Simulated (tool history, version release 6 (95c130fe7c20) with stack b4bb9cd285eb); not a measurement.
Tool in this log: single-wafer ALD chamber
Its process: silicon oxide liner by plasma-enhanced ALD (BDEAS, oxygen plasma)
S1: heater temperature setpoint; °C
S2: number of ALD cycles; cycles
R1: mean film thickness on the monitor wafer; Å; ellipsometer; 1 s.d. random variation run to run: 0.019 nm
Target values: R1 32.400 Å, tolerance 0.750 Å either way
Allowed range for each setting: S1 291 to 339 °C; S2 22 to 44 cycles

run,hour,S1,S2,R1
1,0.0,315,33,28.929
2,0.8,319,33,28.301
3,6.5,316,34,29.451
4,15.5,326,34,29.052
5,24.1,326,30,25.932
6,32.4,326,28,24.141
7,37.6,325,30,25.774
8,45.9,324,32,27.613
# hour 52.8: thermocouple changed; heater temperature recalibrated
9,52.8,324,33,28.966
10,57.4,324,34,29.398

Which one of the following 5 next-run settings gets every result inside its allowed miss? There is exactly one.
A,62.0,338,38,?
B,62.0,326,36,?
C,62.0,324,40,?
D,62.0,327,39,?
E,62.0,323,39,?

move,R1
A,32.390
B,31.308
C,34.902
D,33.861
E,34.086
A: all results land within tolerance of their targets
B: gains on the last run, yet a result remains outside its allowed miss
C: takes the result that was furthest off past its target
D: takes the result that was furthest off past its target
E: takes the result that was furthest off past its target
Answer: A

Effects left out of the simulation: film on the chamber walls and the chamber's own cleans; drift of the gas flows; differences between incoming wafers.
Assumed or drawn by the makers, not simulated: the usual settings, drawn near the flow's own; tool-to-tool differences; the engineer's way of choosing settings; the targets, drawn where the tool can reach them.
